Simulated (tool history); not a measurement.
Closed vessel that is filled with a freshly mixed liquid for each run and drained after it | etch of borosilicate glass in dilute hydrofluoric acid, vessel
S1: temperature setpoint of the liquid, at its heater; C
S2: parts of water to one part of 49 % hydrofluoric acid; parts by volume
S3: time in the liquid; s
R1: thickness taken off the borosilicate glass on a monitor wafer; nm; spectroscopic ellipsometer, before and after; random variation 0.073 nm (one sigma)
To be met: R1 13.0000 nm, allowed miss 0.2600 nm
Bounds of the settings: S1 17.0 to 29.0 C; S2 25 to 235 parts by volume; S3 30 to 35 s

run,hour,S1,S2,S3,R1
1,0.0,21.0,130,35,6.3244
2,2.6,22.5,130,35,6.6579
3,3.7,22.5,155,35,5.4226
4,11.1,23.5,145,35,6.1709
5,13.7,23.5,165,35,5.2744
6,19.1,24.0,155,35,5.7585
7,25.4,28.0,105,35,10.5220
8,30.3,28.0,100,35,11.1460

Which of these 4 next moves meets every target?
A,35.2,27.5,90,35,?
B,35.2,29.0,95,35,?
C,35.2,27.5,85,35,?
D,35.2,25.5,100,30,?

move,R1
A,12.2990
B,12.2570
C,13.1120
D,8.6638
A: nearer than the last run, and not there yet
B: nearer than the last run, and not there yet
C: meets every target
D: further off than the last run
Answer: C

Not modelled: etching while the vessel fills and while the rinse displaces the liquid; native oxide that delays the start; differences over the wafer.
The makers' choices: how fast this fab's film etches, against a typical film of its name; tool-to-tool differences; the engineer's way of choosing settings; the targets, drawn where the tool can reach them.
